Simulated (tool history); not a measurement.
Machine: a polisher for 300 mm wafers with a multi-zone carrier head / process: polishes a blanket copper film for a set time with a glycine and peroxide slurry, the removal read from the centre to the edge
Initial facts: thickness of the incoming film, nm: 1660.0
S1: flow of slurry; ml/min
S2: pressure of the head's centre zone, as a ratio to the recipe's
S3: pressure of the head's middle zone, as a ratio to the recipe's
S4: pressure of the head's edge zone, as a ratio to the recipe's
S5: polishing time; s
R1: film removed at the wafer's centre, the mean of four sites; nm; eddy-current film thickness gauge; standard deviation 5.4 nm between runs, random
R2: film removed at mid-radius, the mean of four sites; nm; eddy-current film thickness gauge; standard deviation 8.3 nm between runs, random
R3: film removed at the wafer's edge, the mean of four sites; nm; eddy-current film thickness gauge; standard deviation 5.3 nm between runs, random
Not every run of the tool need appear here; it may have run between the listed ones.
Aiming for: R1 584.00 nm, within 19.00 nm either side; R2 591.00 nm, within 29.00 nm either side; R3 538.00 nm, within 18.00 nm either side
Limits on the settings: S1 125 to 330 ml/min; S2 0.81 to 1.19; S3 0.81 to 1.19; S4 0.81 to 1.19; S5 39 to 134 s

run	day	S1	S2	S3	S4	S5	R1	R2	R3
1	0.000	210	1.00	1.00	1.00	86	427.48	438.72	413.88
2	0.058	215	1.01	1.01	1.01	88	443.92	453.28	425.97
3	0.204	215	1.01	1.01	1.01	103	523.47	523.23	504.81
4	0.317	220	1.02	1.02	1.01	103	528.39	532.89	499.66
5	0.412	225	1.02	1.03	1.02	103	532.99	540.12	499.99
6	0.488	225	1.02	1.03	1.09	103	534.46	541.02	523.29
7	0.550	230	1.02	1.04	1.09	103	533.63	548.37	522.64
8	0.838	235	1.03	1.04	1.09	103	538.60	546.92	530.10
9	1.179	240	1.04	1.05	1.09	103	555.28	551.28	521.18

Of the 4 settings listed for the next run, only one would bring every result within its allowed miss of target. Which one?
A	1.521	275	1.16	1.14	1.00	99	?	?	?
B	1.521	275	1.04	1.07	1.05	107	?	?	?
C	1.521	215	1.11	0.96	1.08	103	?	?	?
D	1.521	250	1.04	0.97	1.19	101	?	?	?

move	R1	R2	R3
A	608.17	588.36	483.90
B	590.45	602.62	536.12
C	584.31	512.53	511.73
D	550.05	517.54	535.53
A: takes the result that was furthest off past its target
B: every result lands within tolerance
C: meets the target for the result that was furthest off, but another lies outside its allowed miss
D: its largest miss is bigger than the last run's
The right move is B.
